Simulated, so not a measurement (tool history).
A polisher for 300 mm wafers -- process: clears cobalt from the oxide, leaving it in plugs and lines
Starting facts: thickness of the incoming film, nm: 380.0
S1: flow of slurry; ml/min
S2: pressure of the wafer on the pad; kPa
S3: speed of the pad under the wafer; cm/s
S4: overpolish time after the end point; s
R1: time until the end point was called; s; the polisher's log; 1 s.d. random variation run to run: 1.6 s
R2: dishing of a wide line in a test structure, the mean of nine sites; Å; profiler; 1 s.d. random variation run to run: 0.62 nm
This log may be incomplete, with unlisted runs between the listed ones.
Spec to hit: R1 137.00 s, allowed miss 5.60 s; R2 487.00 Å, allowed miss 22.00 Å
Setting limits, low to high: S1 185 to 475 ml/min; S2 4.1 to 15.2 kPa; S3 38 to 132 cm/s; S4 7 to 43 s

{"run": 1, "hour": 0.0, "S1": 305, "S2": 9.7, "S3": 84, "S4": 22, "R1": 136.74, "R2": 381.51}
{"run": 2, "hour": 3.7, "S1": 305, "S2": 11.0, "S3": 84, "S4": 22, "R1": 120.43, "R2": 417.19}
{"run": 3, "hour": 7.3, "S1": 305, "S2": 11.0, "S3": 84, "S4": 24, "R1": 121.3, "R2": 425.18}
{"run": 4, "hour": 8.9, "S1": 305, "S2": 11.0, "S3": 96, "S4": 24, "R1": 106.27, "R2": 455.25}
{"run": 5, "hour": 14.9, "S1": 305, "S2": 10.3, "S3": 96, "S4": 26, "R1": 109.97, "R2": 456.23}
{"run": 6, "hour": 16.1, "S1": 305, "S2": 10.3, "S3": 96, "S4": 30, "R1": 115.15, "R2": 479.37}
{"run": 7, "hour": 21.2, "S1": 305, "S2": 10.3, "S3": 96, "S4": 32, "R1": 115.87, "R2": 489.42}
{"run": 8, "hour": 29.6, "S1": 305, "S2": 10.3, "S3": 96, "S4": 33, "R1": 110.37, "R2": 492.99}
{"run": 9, "hour": 31.4, "S1": 305, "S2": 9.7, "S3": 96, "S4": 35, "R1": 120.35, "R2": 491.1}
{"run": 10, "hour": 35.8, "S1": 305, "S2": 9.7, "S3": 96, "S4": 36, "R1": 119.56, "R2": 494.59}
{"run": 11, "hour": 42.5, "S1": 305, "S2": 9.7, "S3": 96, "S4": 37, "R1": 120.89, "R2": 505.08}
{"run": 12, "hour": 44.6, "S1": 305, "S2": 9.7, "S3": 96, "S4": 38, "R1": 118.84, "R2": 511.86}

Below are 4 possible settings for the next run. Only one of them brings all results inside the allowed miss of their targets. Which is it?
{"run": "A", "hour": 46.7, "S1": 345, "S2": 8.3, "S3": 122, "S4": 36, "R1": "?", "R2": "?"}
{"run": "B", "hour": 46.7, "S1": 370, "S2": 9.7, "S3": 90, "S4": 41, "R1": "?", "R2": "?"}
{"run": "C", "hour": 46.7, "S1": 345, "S2": 9.7, "S3": 84, "S4": 41, "R1": "?", "R2": "?"}
{"run": "D", "hour": 46.7, "S1": 390, "S2": 13.1, "S3": 74, "S4": 36, "R1": "?", "R2": "?"}

move=A R1=109.08 R2=498.44
move=B R1=125.73 R2=498.33
move=C R1=135.20 R2=489.82
move=D R1=112.44 R2=495.15
A: further off than the last run
B: an improvement on the last run, though not all results are within tolerance
C: every result lands within tolerance
D: further off than the last run
Move C is the one to make.
